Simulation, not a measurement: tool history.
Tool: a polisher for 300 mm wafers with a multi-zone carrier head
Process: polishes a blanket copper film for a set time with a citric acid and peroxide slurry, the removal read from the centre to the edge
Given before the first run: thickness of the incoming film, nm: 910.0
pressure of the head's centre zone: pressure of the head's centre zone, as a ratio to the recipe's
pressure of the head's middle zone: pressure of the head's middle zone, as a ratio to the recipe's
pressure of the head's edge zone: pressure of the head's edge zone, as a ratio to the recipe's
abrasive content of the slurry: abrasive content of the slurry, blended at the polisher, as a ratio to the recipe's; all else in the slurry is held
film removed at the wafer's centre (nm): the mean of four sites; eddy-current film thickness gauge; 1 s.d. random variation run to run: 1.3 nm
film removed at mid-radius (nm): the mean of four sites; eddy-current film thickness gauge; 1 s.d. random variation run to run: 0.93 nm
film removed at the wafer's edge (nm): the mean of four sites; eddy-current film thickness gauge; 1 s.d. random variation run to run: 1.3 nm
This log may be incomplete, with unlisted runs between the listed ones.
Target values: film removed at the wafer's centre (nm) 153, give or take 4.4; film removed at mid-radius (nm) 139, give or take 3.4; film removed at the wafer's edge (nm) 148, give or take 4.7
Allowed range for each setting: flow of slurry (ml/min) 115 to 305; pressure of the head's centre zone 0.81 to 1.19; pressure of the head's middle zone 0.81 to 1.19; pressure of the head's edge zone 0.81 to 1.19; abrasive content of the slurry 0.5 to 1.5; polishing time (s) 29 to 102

run,hour,flow of slurry (ml/min),pressure of the head's centre zone,pressure of the head's middle zone,pressure of the head's edge zone,abrasive content of the slurry,polishing time (s),film removed at the wafer's centre (nm),film removed at mid-radius (nm),film removed at the wafer's edge (nm)
1,0,195,1,1,1,1,65,188.8,192.1,190.26
2,8.4,185,0.99,0.96,0.96,0.85,64,173.83,173.08,178.05
3,10.7,235,0.99,0.96,0.96,0.85,64,181.04,174.05,179.95
4,16.8,235,0.99,0.96,0.96,0.85,74,207.8,204.28,205.32
5,22.6,245,0.99,0.94,0.93,0.75,70,189.85,184.8,190.43
6,29.6,250,1,0.93,0.91,0.7,67,179.85,171.8,173.69
7,34.9,245,1,0.9,0.89,0.65,66,174.68,159.96,168.03
8,42,245,1,0.9,0.89,0.65,66,175.73,158.24,163.08
9,47.8,230,0.98,0.88,0.87,0.65,66,169.07,155.54,162.29
10,50.9,175,0.98,0.83,0.81,0.5,64,141.9,126.94,138.56
11,57,190,0.98,0.84,0.82,0.5,64,143.97,129.46,139.33
12,59,205,0.98,0.85,0.83,0.5,64,147.77,132.03,139.69

Of the 4 settings listed for the next run, only one would bring every result within its allowed miss of target. Which one?
A,61,235,1.1,0.85,0.83,0.5,60,?,?,?
B,61,215,1.01,0.97,0.81,0.55,59,?,?,?
C,61,155,1.11,0.84,0.95,0.5,60,?,?,?
D,61,180,0.97,0.85,0.83,0.5,68,?,?,?

move,film removed at the wafer's centre (nm),film removed at mid-radius (nm),film removed at the wafer's edge (nm)
A,156.86,126.31,133.14
B,145.07,142.17,132.91
C,149.73,119.02,136.53
D,151.38,138.96,147.52
A: its largest miss is bigger than the last run's
B: corrects the largest miss of the last run, while another result sits out of spec
C: its largest miss is bigger than the last run's
D: each result inside its tolerance
Correct choice: D, which meets every target

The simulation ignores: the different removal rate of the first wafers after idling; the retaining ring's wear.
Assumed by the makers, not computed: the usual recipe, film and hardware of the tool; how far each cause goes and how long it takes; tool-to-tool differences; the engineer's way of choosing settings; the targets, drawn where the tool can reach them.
